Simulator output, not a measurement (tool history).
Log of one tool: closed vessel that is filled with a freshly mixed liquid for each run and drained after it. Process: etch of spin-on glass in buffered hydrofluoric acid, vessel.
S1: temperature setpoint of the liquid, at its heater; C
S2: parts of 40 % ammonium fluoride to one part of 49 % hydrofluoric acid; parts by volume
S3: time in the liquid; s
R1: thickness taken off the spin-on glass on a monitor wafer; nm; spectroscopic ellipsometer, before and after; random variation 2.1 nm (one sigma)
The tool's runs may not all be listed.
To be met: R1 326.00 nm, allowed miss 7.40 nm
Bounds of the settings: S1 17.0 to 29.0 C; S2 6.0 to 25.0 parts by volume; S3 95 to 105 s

{"run": 1, "hour": 0.0, "S1": 21.0, "S2": 15.5, "S3": 95, "R1": 158.41}
{"run": 2, "hour": 1.5, "S1": 21.0, "S2": 13.0, "S3": 95, "R1": 186.57}
{"run": 3, "hour": 6.5, "S1": 21.0, "S2": 13.0, "S3": 95, "R1": 187.58}
{"run": 4, "hour": 15.3, "S1": 21.0, "S2": 16.0, "S3": 95, "R1": 152.23}
{"run": 5, "hour": 23.1, "S1": 21.0, "S2": 19.0, "S3": 95, "R1": 129.08}
{"run": 6, "hour": 28.8, "S1": 21.0, "S2": 22.5, "S3": 95, "R1": 113.17}
{"run": 7, "hour": 35.2, "S1": 22.0, "S2": 21.0, "S3": 95, "R1": 124.47}
{"run": 8, "hour": 36.4, "S1": 22.5, "S2": 19.5, "S3": 95, "R1": 136.94}
{"run": 9, "hour": 38.8, "S1": 26.5, "S2": 14.5, "S3": 95, "R1": 225.29}
{"run": 10, "hour": 44.1, "S1": 27.0, "S2": 14.0, "S3": 95, "R1": 240.38}
{"run": 11, "hour": 52.6, "S1": 27.0, "S2": 13.5, "S3": 95, "R1": 251.78}
{"run": 12, "hour": 59.2, "S1": 27.0, "S2": 13.0, "S3": 95, "R1": 257.8}
{"run": 13, "hour": 66.3, "S1": 28.0, "S2": 11.5, "S3": 95, "R1": 309.98}

Which of these 4 next moves meets every target?
{"run": "A", "hour": 73.4, "S1": 26.0, "S2": 9.5, "S3": 95, "R1": "?"}
{"run": "B", "hour": 73.4, "S1": 27.0, "S2": 12.0, "S3": 105, "R1": "?"}
{"run": "C", "hour": 73.4, "S1": 29.0, "S2": 12.0, "S3": 105, "R1": "?"}
{"run": "D", "hour": 73.4, "S1": 27.5, "S2": 10.5, "S3": 100, "R1": "?"}

move=A R1=326.83
move=B R1=308.98
move=C R1=343.64
move=D R1=344.24
A: meets every target
B: further off than the last run
C: takes the result that was furthest off past its target
D: takes the result that was furthest off past its target
Answer: A
